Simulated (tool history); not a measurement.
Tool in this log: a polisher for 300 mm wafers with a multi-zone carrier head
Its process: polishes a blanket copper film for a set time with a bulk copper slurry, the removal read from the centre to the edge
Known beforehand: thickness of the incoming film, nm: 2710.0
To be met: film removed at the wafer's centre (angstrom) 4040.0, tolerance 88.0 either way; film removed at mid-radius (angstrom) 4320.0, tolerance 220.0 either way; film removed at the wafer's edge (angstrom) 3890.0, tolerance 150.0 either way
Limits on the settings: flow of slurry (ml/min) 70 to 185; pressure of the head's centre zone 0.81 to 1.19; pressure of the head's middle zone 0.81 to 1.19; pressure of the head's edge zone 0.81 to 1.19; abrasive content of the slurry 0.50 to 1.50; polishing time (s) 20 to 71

run	day	flow of slurry (ml/min)	pressure of the head's centre zone	pressure of the head's middle zone	pressure of the head's edge zone	abrasive content of the slurry	polishing time (s)	film removed at the wafer's centre (angstrom)	film removed at mid-radius (angstrom)	film removed at the wafer's edge (angstrom)
1	0.000	120	1.00	1.00	1.00	1.00	45	3484.9	3530.1	3588.9
2	0.367	120	1.04	1.00	1.00	1.00	45	3613.8	3622.7	3613.5
3	0.588	130	1.04	1.02	1.00	1.00	45	3732.2	3786.6	3697.2
4	0.946	135	1.04	1.03	1.00	1.00	45	3803.5	3777.8	3726.6
5	1.112	135	1.04	1.03	1.00	0.80	45	3641.9	3641.5	3574.1
6	1.204	145	1.04	1.06	1.01	0.80	45	3645.8	3742.9	3640.8
7	1.354	145	1.04	1.06	1.01	0.80	45	3697.1	3739.4	3616.6
8	1.475	150	1.04	1.08	1.02	0.80	45	3733.9	3914.8	3612.9
9	1.817	180	1.04	1.09	1.10	0.90	45	3902.1	4180.4	3989.5

Which of these 4 next moves meets every target?
A	2.158	155	1.01	1.11	1.07	1.05	46	?	?	?
B	2.158	185	1.04	1.10	1.05	1.15	44	?	?	?
C	2.158	185	1.04	1.17	1.07	1.00	48	?	?	?
D	2.158	180	1.01	1.09	1.12	1.10	46	?	?	?

move	film removed at the wafer's centre (angstrom)	film removed at mid-radius (angstrom)	film removed at the wafer's edge (angstrom)
A	3888.9	4293.1	3978.7
B	4029.4	4274.2	3919.7
C	4292.1	4773.4	4209.2
D	4040.0	4383.3	4186.6
A: further off than the last run
B: meets every target
C: the result that was furthest off in the last run now lies on the other side of its target
D: corrects the largest miss of the last run, while another result sits out of spec
Answer: B

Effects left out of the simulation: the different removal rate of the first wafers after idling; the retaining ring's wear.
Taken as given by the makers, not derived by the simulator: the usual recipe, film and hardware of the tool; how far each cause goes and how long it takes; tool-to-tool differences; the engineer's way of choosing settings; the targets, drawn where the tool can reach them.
